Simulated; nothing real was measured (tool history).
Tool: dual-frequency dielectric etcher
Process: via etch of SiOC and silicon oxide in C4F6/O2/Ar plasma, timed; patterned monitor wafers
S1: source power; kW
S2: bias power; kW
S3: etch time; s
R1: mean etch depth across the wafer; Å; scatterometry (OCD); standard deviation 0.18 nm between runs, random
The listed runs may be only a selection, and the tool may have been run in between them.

run    day    S1     S2    S3      R1
  1      0  0.34  0.155  36.5  395.12
  2  0.083  0.35  0.156  36.5  397.21
  3  0.396  0.35  0.166  36.5  405.57
  4  0.767  0.36  0.167  36.5  410.26
  5  1.129  0.37  0.168  36.5  414.78
  6  1.233  0.38  0.169  36.5  415.19

Estimate the outcome of run 7 from the log above:
  7  1.438  0.39  0.171  36.5   ?

R1: 420.54 Å

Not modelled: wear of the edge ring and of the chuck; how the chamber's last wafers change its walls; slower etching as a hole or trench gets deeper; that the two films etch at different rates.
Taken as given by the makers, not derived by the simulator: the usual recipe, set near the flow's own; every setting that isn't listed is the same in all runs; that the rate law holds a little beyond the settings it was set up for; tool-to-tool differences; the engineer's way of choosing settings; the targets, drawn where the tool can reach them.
